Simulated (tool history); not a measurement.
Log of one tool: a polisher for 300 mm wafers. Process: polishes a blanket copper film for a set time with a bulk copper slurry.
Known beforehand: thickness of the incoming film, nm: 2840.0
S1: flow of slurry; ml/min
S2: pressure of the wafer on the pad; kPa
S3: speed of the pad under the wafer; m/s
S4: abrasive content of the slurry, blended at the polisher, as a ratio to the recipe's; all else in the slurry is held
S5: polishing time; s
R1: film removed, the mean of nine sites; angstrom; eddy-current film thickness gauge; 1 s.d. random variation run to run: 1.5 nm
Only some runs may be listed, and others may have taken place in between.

| run | day | S1 | S2 | S3 | S4 | S5 | R1 |
|---|---|---|---|---|---|---|---|
| 1 | 0.000 | 195 | 11.0 | 0.84 | 1.0 | 34 | 1172.40 |
| 2 | 0.046 | 195 | 11.0 | 0.84 | 0.9 | 34 | 1142.40 |
| 3 | 0.271 | 200 | 11.7 | 0.84 | 0.9 | 34 | 1214.60 |
| 4 | 0.425 | 220 | 11.7 | 0.84 | 0.9 | 34 | 1227.60 |
| 5 | 0.546 | 220 | 11.0 | 0.84 | 0.9 | 34 | 1176.30 |
| 6 | 0.683 | 220 | 11.0 | 0.70 | 0.9 | 34 | 978.31 |

Run 7, settings as shown, results not yet in. Your forecast:
| 7 | 0.717 | 225 | 12.4 | 0.70 | 0.9 | 34 | ? |

R1: 1097.70 angstrom
